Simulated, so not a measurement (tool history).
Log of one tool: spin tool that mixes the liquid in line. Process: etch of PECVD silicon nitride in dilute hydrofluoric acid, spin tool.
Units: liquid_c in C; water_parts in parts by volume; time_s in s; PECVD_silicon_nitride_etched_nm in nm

run,hour,liquid_c,water_parts,time_s,PECVD_silicon_nitride_etched_nm
1,0.0,25.0,135,150,6.8995
2,2.3,24.0,135,150,6.4246
3,10.4,24.0,135,160,6.8216
4,13.2,23.5,135,160,6.6603
5,17.9,22.0,135,160,6.0104
6,19.4,22.0,135,160,5.9764
7,22.1,21.5,135,160,5.8604

The next listed run, before its measurement:
8,26.8,21.0,135,160,?

{"run 8": {"PECVD_silicon_nitride_etched_nm": 5.5842}}
